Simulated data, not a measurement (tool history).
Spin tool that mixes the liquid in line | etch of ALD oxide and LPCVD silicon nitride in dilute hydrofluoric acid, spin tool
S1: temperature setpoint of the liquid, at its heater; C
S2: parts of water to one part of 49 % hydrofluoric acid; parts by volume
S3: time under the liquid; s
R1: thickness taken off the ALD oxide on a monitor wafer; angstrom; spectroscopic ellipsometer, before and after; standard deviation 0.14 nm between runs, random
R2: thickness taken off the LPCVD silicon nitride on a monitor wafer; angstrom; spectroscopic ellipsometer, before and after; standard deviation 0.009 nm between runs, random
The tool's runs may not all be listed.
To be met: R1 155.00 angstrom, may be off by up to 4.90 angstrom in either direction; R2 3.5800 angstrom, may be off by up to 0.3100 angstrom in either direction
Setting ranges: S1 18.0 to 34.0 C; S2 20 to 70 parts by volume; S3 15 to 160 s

run 1 day=0.000 | S1=26.0 S2=40 S3=80 | R1=418.53 R2=10.9420
run 2 day=0.250 | S1=26.0 S2=40 S3=100 | R1=536.63 R2=13.4730
run 3 day=0.588 | S1=24.5 S2=45 S3=95 | R1=423.08 R2=10.4570
run 4 day=0.850 | S1=27.5 S2=45 S3=95 | R1=468.77 R2=12.8630
run 5 day=1.021 | S1=26.0 S2=50 S3=90 | R1=378.32 R2=10.2210
run 6 day=1.375 | S1=26.0 S2=50 S3=75 | R1=314.85 R2=8.4972
run 7 day=1.600 | S1=24.5 S2=55 S3=75 | R1=268.02 R2=6.6488
run 8 day=1.621 | S1=24.0 S2=60 S3=70 | R1=222.23 R2=5.4670
run 9 day=1.788 | S1=20.0 S2=70 S3=70 | R1=160.30 R2=3.6631

5 next moves are on the table. One of them brings every result within its allowed miss. Which?
run A day=1.954 | S1=27.5 S2=70 S3=50 | R1=? R2=?
run B day=1.954 | S1=34.0 S2=70 S3=35 | R1=? R2=?
run C day=1.954 | S1=21.0 S2=65 S3=60 | R1=? R2=?
run D day=1.954 | S1=19.5 S2=70 S3=75 | R1=? R2=?
run E day=1.954 | S1=31.0 S2=70 S3=40 | R1=? R2=?

move=A R1=155.89 R2=4.2943
move=B R1=139.94 R2=4.5391
move=C R1=155.83 R2=3.5916
move=D R1=168.86 R2=3.7666
move=E R1=142.83 R2=4.3000
A: brings the result that was furthest off to its target, and leaves another outside
B: takes the biggest miss from the last run beyond its target
C: each result inside its tolerance
D: misses by more than the last run did
E: takes the biggest miss from the last run beyond its target
C is the move that brings every result within its allowed miss.
